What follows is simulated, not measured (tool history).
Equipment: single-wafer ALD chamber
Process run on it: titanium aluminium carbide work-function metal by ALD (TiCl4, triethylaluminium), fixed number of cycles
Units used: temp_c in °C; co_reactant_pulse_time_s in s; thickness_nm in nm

run 1 day=0.000 | temp_c=295 co_reactant_pulse_time_s=11.43 | thickness_nm=1.8893
run 2 day=0.200 | temp_c=295 co_reactant_pulse_time_s=9.49 | thickness_nm=1.8732
run 3 day=0.262 | temp_c=292 co_reactant_pulse_time_s=9.15 | thickness_nm=1.8235
run 4 day=0.621 | temp_c=292 co_reactant_pulse_time_s=11.03 | thickness_nm=1.8729
run 5 day=0.908 | temp_c=289 co_reactant_pulse_time_s=10.49 | thickness_nm=1.8378
run 6 day=1.275 | temp_c=281 co_reactant_pulse_time_s=10.49 | thickness_nm=1.7832
run 7 day=1.504 | temp_c=280 co_reactant_pulse_time_s=10.24 | thickness_nm=1.7760

For run 8, what comes out?
run 8 day=1.721 | temp_c=280 co_reactant_pulse_time_s=10.24 | thickness_nm=?

{"run 8": {"thickness_nm": 1.7837}}
